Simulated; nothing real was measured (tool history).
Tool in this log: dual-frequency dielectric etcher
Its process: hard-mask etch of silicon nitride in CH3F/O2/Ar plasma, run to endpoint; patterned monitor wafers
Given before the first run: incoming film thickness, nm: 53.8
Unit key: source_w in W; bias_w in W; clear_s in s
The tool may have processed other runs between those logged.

run  hour  source_w  bias_w  clear_s
  1   0.0       530      51   80.237
  2   1.3       530      46   82.352
  3   8.4       530      54   78.362
  4  10.6       620      54   74.077
  5  13.4       550      54   77.954
  6  17.3       550      62   74.121
  7  24.5       450      52   86.462

Expected results for the next run?
     25.7  -- source power generator calibrated
  8  25.7       450      52        ?

{"run 8": {"clear_s": 83.935}}

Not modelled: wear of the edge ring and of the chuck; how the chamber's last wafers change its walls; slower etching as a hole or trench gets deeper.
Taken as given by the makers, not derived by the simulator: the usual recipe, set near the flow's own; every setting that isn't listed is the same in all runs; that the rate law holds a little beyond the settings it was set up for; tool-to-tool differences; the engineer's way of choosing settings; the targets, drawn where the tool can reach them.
